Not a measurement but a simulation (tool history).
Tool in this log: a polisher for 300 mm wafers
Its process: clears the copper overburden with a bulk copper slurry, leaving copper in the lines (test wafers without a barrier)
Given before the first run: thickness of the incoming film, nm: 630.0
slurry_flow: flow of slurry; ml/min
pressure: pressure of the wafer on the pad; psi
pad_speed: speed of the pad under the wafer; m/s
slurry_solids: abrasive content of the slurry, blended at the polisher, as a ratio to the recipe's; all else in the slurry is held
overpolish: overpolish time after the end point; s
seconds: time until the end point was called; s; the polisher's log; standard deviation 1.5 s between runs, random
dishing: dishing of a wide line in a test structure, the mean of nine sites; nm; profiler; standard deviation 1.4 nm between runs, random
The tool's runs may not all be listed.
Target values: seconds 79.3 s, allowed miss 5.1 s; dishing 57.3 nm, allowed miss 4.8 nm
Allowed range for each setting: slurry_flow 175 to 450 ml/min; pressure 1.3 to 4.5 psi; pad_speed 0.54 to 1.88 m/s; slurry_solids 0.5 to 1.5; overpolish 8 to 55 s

run 1 hour=0 | slurry_flow=290 pressure=2.9 pad_speed=1.2 slurry_solids=1 overpolish=28 | seconds=72.356 dishing=101.42
run 2 hour=7.1 | slurry_flow=290 pressure=2.5 pad_speed=1.2 slurry_solids=1 overpolish=28 | seconds=82.069 dishing=86.647
run 3 hour=15.4 | slurry_flow=290 pressure=2.1 pad_speed=1.2 slurry_solids=1 overpolish=28 | seconds=98.549 dishing=81.071
run 4 hour=18.4 | slurry_flow=290 pressure=2 pad_speed=1.3 slurry_solids=1 overpolish=24 | seconds=96.715 dishing=75.697
run 5 hour=26.2 | slurry_flow=295 pressure=1.9 pad_speed=1.4 slurry_solids=1.05 overpolish=21 | seconds=93.043 dishing=70.263
run 6 hour=28.5 | slurry_flow=295 pressure=1.9 pad_speed=1.16 slurry_solids=1.05 overpolish=21 | seconds=110.16 dishing=64.321
run 7 hour=29.8 | slurry_flow=300 pressure=2 pad_speed=1.18 slurry_solids=1.1 overpolish=19 | seconds=103.96 dishing=61.144
run 8 hour=33.1 | slurry_flow=310 pressure=2.8 pad_speed=1.24 slurry_solids=1.15 overpolish=8 | seconds=71.44 dishing=46.092
run 9 hour=34.6 | slurry_flow=305 pressure=2.4 pad_speed=1.28 slurry_solids=1.15 overpolish=18 | seconds=78.99 dishing=72.512
-- hour=43.3 worn pad replaced by a new one
run 10 hour=43.3 | slurry_flow=305 pressure=2.4 pad_speed=1.28 slurry_solids=1.15 overpolish=17 | seconds=71.491 dishing=73.086
run 11 hour=48 | slurry_flow=305 pressure=2.4 pad_speed=1.28 slurry_solids=1.15 overpolish=16 | seconds=71.655 dishing=70.947
run 12 hour=51.9 | slurry_flow=305 pressure=2.4 pad_speed=1.28 slurry_solids=1.15 overpolish=15 | seconds=72.889 dishing=68.156
run 13 hour=57.2 | slurry_flow=305 pressure=2 pad_speed=1.32 slurry_solids=1.15 overpolish=8 | seconds=82.225 dishing=37.195
run 14 hour=58.1 | slurry_flow=305 pressure=2 pad_speed=1.3 slurry_solids=1.2 overpolish=9 | seconds=83.82 dishing=41.071
run 15 hour=61.2 | slurry_flow=305 pressure=2 pad_speed=1.3 slurry_solids=1.2 overpolish=9 | seconds=83.783 dishing=41.698
run 16 hour=68.2 | slurry_flow=305 pressure=2.3 pad_speed=1.26 slurry_solids=1.2 overpolish=23 | seconds=73.581 dishing=83.773

Which one of the following 5 next-run settings gets every result inside its allowed miss? There is exactly one.
run A hour=75.2 | slurry_flow=300 pressure=2.1 pad_speed=1.32 slurry_solids=1.3 overpolish=10 | seconds=? dishing=?
run B hour=75.2 | slurry_flow=310 pressure=2.3 pad_speed=1.12 slurry_solids=1.3 overpolish=17 | seconds=? dishing=?
run C hour=75.2 | slurry_flow=350 pressure=2.8 pad_speed=0.74 slurry_solids=1.25 overpolish=14 | seconds=? dishing=?
run D hour=75.2 | slurry_flow=240 pressure=2.4 pad_speed=1.5 slurry_solids=1.1 overpolish=10 | seconds=? dishing=?
run E hour=75.2 | slurry_flow=305 pressure=2.5 pad_speed=1.02 slurry_solids=1.45 overpolish=12 | seconds=? dishing=?

move=A seconds=81.545 dishing=48.74
move=B seconds=84.519 dishing=69.352
move=C seconds=93.715 dishing=57.681
move=D seconds=68.411 dishing=56.089
move=E seconds=81.77 dishing=56.437
A: pushes the last run's worst result past its target
B: gains on the last run, yet a result remains outside its allowed miss
C: brings the last run's worst result on target, with another outside its allowed miss
D: brings the last run's worst result on target, with another outside its allowed miss
E: each result inside its tolerance
Go with E: it meets all targets.
